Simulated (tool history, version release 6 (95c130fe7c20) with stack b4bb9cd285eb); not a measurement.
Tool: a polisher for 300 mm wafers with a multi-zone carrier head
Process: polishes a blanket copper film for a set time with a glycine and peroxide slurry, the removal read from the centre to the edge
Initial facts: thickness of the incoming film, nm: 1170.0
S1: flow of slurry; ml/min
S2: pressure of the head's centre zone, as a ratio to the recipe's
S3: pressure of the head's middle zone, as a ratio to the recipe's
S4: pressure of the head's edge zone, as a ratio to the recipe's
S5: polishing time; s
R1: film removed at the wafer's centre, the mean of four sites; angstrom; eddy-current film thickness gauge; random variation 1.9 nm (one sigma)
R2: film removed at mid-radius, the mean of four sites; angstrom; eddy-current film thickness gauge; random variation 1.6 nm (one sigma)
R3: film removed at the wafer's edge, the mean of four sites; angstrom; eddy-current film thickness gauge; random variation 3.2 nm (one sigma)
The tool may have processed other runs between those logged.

run 1 hour=0 | S1=175 S2=1 S3=1 S4=1 S5=44 | R1=1890.9 R2=1879.5 R3=1935
run 2 hour=6.7 | S1=175 S2=1 S3=0.95 S4=1 S5=44 | R1=1903.1 R2=1794.8 R3=1894.8
run 3 hour=10.3 | S1=185 S2=1.02 S3=0.98 S4=1.03 S5=45 | R1=2035.4 R2=1927.6 R3=1956.7
run 4 hour=15.5 | S1=185 S2=1.02 S3=0.98 S4=1.03 S5=34 | R1=1532.3 R2=1446 R3=1497.7
run 5 hour=20.1 | S1=185 S2=1.02 S3=0.98 S4=1.03 S5=44 | R1=1968.8 R2=1877.8 R3=1981.4
run 6 hour=21.1 | S1=195 S2=1.04 S3=1.01 S4=1.05 S5=44 | R1=2006.9 R2=1944.8 R3=1952.9

What does the tool deliver on the next run?
run 7 hour=25.8 | S1=190 S2=1.05 S3=1.01 S4=1.06 S5=46 | R1=? R2=? R3=?

R1: 2158.5 angstrom
R2: 2015.3 angstrom
R3: 2098.3 angstrom

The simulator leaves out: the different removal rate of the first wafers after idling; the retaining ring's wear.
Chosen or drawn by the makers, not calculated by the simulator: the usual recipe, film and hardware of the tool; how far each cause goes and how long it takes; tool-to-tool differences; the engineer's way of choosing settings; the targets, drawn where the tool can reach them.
